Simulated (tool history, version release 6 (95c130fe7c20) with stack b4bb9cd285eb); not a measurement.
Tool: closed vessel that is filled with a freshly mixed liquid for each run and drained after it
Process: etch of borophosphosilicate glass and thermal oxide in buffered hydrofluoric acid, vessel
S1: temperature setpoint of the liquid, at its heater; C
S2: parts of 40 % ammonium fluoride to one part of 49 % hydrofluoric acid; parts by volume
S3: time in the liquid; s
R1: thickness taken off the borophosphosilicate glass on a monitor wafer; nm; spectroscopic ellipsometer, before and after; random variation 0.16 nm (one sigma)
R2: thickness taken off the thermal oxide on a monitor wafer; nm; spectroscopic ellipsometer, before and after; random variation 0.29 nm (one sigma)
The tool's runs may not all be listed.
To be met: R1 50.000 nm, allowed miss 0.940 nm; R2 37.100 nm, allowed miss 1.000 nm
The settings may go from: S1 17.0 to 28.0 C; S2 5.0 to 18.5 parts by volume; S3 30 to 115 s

run 1 hour=0.0 | S1=20.0 S2=11.5 S3=60 | R1=67.178 R2=49.571
run 2 hour=7.4 | S1=19.5 S2=11.5 S3=60 | R1=65.006 R2=47.620
run 3 hour=14.9 | S1=19.0 S2=11.5 S3=60 | R1=63.347 R2=47.076
run 4 hour=20.8 | S1=18.5 S2=11.5 S3=60 | R1=61.593 R2=45.213
run 5 hour=28.4 | S1=22.0 S2=11.5 S3=60 | R1=74.640 R2=54.624
run 6 hour=36.2 | S1=21.5 S2=11.5 S3=60 | R1=72.574 R2=53.596
run 7 hour=42.8 | S1=21.0 S2=11.5 S3=60 | R1=70.572 R2=52.050
run 8 hour=49.1 | S1=20.5 S2=11.5 S3=60 | R1=68.466 R2=50.500
run 9 hour=50.4 | S1=20.0 S2=11.5 S3=60 | R1=66.941 R2=49.799
-- hour=56.5 hydrofluoric acid flow meter replaced
run 10 hour=56.5 | S1=20.0 S2=11.5 S3=60 | R1=62.928 R2=46.915
run 11 hour=59.5 | S1=17.0 S2=12.5 S3=60 | R1=48.810 R2=36.168

Which of these 4 next moves meets every target?
run A hour=62.5 | S1=17.0 S2=13.0 S3=60 | R1=? R2=?
run B hour=62.5 | S1=20.0 S2=14.5 S3=60 | R1=? R2=?
run C hour=62.5 | S1=17.0 S2=15.0 S3=70 | R1=? R2=?
run D hour=62.5 | S1=19.0 S2=15.5 S3=65 | R1=? R2=?

move=A R1=47.314 R2=34.856
move=B R1=50.232 R2=37.108
move=C R1=47.918 R2=35.331
move=D R1=48.191 R2=35.588
A: further off than the last run
B: meets every target
C: further off than the last run
D: further off than the last run
Move B is the one to make.

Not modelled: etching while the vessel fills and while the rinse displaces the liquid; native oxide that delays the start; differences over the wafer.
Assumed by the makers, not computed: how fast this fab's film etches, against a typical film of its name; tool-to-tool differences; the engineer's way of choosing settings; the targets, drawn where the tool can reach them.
